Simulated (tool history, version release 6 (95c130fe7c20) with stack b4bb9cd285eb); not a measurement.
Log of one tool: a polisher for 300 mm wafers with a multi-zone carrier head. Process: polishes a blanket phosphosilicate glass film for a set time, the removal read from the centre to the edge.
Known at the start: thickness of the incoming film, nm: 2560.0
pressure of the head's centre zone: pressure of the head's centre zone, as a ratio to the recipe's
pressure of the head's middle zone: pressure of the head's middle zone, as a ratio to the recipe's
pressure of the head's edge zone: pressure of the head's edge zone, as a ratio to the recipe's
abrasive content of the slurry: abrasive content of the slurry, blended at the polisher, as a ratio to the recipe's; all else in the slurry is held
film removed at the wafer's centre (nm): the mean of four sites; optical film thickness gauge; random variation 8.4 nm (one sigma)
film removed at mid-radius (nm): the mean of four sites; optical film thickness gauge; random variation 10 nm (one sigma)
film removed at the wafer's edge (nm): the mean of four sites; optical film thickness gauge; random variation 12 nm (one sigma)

run,day,flow of slurry (ml/min),pressure of the head's centre zone,pressure of the head's middle zone,pressure of the head's edge zone,abrasive content of the slurry,polishing time (s),film removed at the wafer's centre (nm),film removed at mid-radius (nm),film removed at the wafer's edge (nm)
1,0.000,155,1.00,1.00,1.00,1.00,68,551.72,574.19,562.03
2,0.075,160,1.00,0.99,1.05,1.15,69,599.80,624.38,602.76
3,0.312,150,0.98,0.93,1.08,1.25,74,624.56,637.92,683.46
4,0.567,150,0.98,0.99,1.08,1.25,74,626.50,678.99,680.47
5,0.858,160,0.98,0.96,1.10,1.35,75,665.91,678.27,719.14
6,1.167,165,0.98,0.96,1.11,1.40,77,718.49,730.57,742.08
7,1.225,160,0.98,0.94,1.12,1.45,78,716.84,723.18,779.75

Forecast run 8:
8,1.275,160,0.98,0.94,1.13,1.45,79,?,?,?

{"run 8": {"film removed at the wafer's centre (nm)": 719.31, "film removed at mid-radius (nm)": 725.72, "film removed at the wafer's edge (nm)": 766.36}}

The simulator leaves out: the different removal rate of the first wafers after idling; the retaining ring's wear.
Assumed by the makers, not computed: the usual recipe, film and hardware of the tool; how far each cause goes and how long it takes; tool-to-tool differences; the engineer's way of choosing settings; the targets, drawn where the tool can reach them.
